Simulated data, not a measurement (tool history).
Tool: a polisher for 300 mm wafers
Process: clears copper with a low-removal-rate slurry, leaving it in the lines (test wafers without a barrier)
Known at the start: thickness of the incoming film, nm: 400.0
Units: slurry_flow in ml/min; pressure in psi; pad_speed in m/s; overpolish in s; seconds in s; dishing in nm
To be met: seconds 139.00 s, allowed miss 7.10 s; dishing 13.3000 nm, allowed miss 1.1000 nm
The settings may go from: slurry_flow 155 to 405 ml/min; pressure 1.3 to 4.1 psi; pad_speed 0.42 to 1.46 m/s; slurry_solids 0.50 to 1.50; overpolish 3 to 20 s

run 1 hour=0.0 | slurry_flow=260 pressure=2.7 pad_speed=0.94 slurry_solids=1.00 overpolish=10 | seconds=170.46 dishing=18.0020
run 2 hour=7.3 | slurry_flow=260 pressure=2.8 pad_speed=0.94 slurry_solids=1.00 overpolish=9 | seconds=163.23 dishing=16.7280
run 3 hour=11.8 | slurry_flow=260 pressure=2.9 pad_speed=0.94 slurry_solids=1.00 overpolish=8 | seconds=155.76 dishing=15.3580
run 4 hour=19.9 | slurry_flow=260 pressure=3.0 pad_speed=0.94 slurry_solids=1.00 overpolish=7 | seconds=159.06 dishing=13.7830
run 5 hour=27.1 | slurry_flow=260 pressure=3.0 pad_speed=0.94 slurry_solids=1.00 overpolish=9 | seconds=155.50 dishing=18.0890
run 6 hour=32.7 | slurry_flow=260 pressure=3.1 pad_speed=0.96 slurry_solids=1.00 overpolish=8 | seconds=149.27 dishing=16.6760
run 7 hour=41.7 | slurry_flow=260 pressure=3.2 pad_speed=0.96 slurry_solids=1.00 overpolish=7 | seconds=146.25 dishing=14.0050
run 8 hour=43.3 | slurry_flow=260 pressure=3.3 pad_speed=0.96 slurry_solids=1.00 overpolish=7 | seconds=143.28 dishing=15.2550
run 9 hour=48.8 | slurry_flow=260 pressure=3.3 pad_speed=0.98 slurry_solids=1.00 overpolish=5 | seconds=140.42 dishing=11.4270

Which of these 4 next moves meets every target?
run A hour=54.3 | slurry_flow=305 pressure=2.8 pad_speed=1.28 slurry_solids=1.10 overpolish=4 | seconds=? dishing=?
run B hour=54.3 | slurry_flow=290 pressure=4.1 pad_speed=0.82 slurry_solids=1.25 overpolish=5 | seconds=? dishing=?
run C hour=54.3 | slurry_flow=225 pressure=3.0 pad_speed=1.08 slurry_solids=0.95 overpolish=6 | seconds=? dishing=?
run D hour=54.3 | slurry_flow=235 pressure=3.4 pad_speed=0.94 slurry_solids=1.00 overpolish=4 | seconds=? dishing=?

move=A seconds=120.10 dishing=10.9050
move=B seconds=138.58 dishing=11.8010
move=C seconds=141.26 dishing=13.6900
move=D seconds=146.42 dishing=9.0567
A: further off than the last run
B: nearer than the last run, and not there yet
C: meets every target
D: further off than the last run
Answer: C

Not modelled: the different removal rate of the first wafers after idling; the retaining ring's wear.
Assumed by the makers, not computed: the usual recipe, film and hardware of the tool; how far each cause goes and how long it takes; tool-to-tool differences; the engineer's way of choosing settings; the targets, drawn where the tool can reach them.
